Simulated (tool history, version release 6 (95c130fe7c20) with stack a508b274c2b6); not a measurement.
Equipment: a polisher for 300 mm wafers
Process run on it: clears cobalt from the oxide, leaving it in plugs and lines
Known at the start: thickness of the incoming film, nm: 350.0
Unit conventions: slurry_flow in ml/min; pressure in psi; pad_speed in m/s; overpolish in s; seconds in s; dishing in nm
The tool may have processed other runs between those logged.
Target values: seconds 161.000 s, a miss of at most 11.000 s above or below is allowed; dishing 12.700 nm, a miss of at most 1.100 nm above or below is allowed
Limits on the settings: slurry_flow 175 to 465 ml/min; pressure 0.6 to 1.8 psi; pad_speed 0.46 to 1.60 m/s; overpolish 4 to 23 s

{"run": 1, "hour": 0.0, "slurry_flow": 295, "pressure": 1.2, "pad_speed": 1.02, "overpolish": 12, "seconds": 103.95, "dishing": 30.208}
{"run": 2, "hour": 4.9, "slurry_flow": 345, "pressure": 1.2, "pad_speed": 1.02, "overpolish": 12, "seconds": 106.37, "dishing": 30.364}
{"run": 3, "hour": 10.7, "slurry_flow": 345, "pressure": 1.1, "pad_speed": 1.02, "overpolish": 12, "seconds": 109.29, "dishing": 28.811}
{"run": 4, "hour": 15.1, "slurry_flow": 345, "pressure": 1.4, "pad_speed": 1.02, "overpolish": 12, "seconds": 93.924, "dishing": 31.787}
{"run": 5, "hour": 19.9, "slurry_flow": 345, "pressure": 1.4, "pad_speed": 1.02, "overpolish": 17, "seconds": 97.357, "dishing": 41.913}
{"run": 6, "hour": 28.2, "slurry_flow": 345, "pressure": 1.4, "pad_speed": 1.24, "overpolish": 17, "seconds": 79.791, "dishing": 44.086}
{"run": 7, "hour": 32.3, "slurry_flow": 365, "pressure": 1.2, "pad_speed": 1.12, "overpolish": 13, "seconds": 95.311, "dishing": 34.494}
{"run": 8, "hour": 37.0, "slurry_flow": 310, "pressure": 1.2, "pad_speed": 0.96, "overpolish": 10, "seconds": 112.59, "dishing": 25.737}
{"run": 9, "hour": 42.4, "slurry_flow": 270, "pressure": 1.1, "pad_speed": 0.9, "overpolish": 8, "seconds": 130.68, "dishing": 19.085}
{"run": 10, "hour": 47.8, "slurry_flow": 265, "pressure": 1.0, "pad_speed": 0.88, "overpolish": 7, "seconds": 137.47, "dishing": 16.304}
{"run": 11, "hour": 56.4, "slurry_flow": 265, "pressure": 1.0, "pad_speed": 0.88, "overpolish": 7, "seconds": 141.36, "dishing": 16.5}
{"run": 12, "hour": 58.1, "slurry_flow": 265, "pressure": 1.0, "pad_speed": 0.88, "overpolish": 6, "seconds": 143.19, "dishing": 13.654}

Below are 4 possible settings for the next run. Only one of them brings all results inside the allowed miss of their targets. Which is it?
{"run": "A", "hour": 59.8, "slurry_flow": 260, "pressure": 0.9, "pad_speed": 0.84, "overpolish": 6, "seconds": "?", "dishing": "?"}
{"run": "B", "hour": 59.8, "slurry_flow": 240, "pressure": 1.1, "pad_speed": 0.92, "overpolish": 6, "seconds": "?", "dishing": "?"}
{"run": "C", "hour": 59.8, "slurry_flow": 240, "pressure": 1.0, "pad_speed": 0.94, "overpolish": 5, "seconds": "?", "dishing": "?"}
{"run": "D", "hour": 59.8, "slurry_flow": 330, "pressure": 0.9, "pad_speed": 1.12, "overpolish": 5, "seconds": "?", "dishing": "?"}

move=A seconds=153.300 dishing=13.100
move=B seconds=124.940 dishing=15.636
move=C seconds=130.090 dishing=12.882
move=D seconds=113.260 dishing=14.538
A: every result lands within tolerance
B: the biggest miss grows against the last run
C: the biggest miss grows against the last run
D: the biggest miss grows against the last run
The right move is A.

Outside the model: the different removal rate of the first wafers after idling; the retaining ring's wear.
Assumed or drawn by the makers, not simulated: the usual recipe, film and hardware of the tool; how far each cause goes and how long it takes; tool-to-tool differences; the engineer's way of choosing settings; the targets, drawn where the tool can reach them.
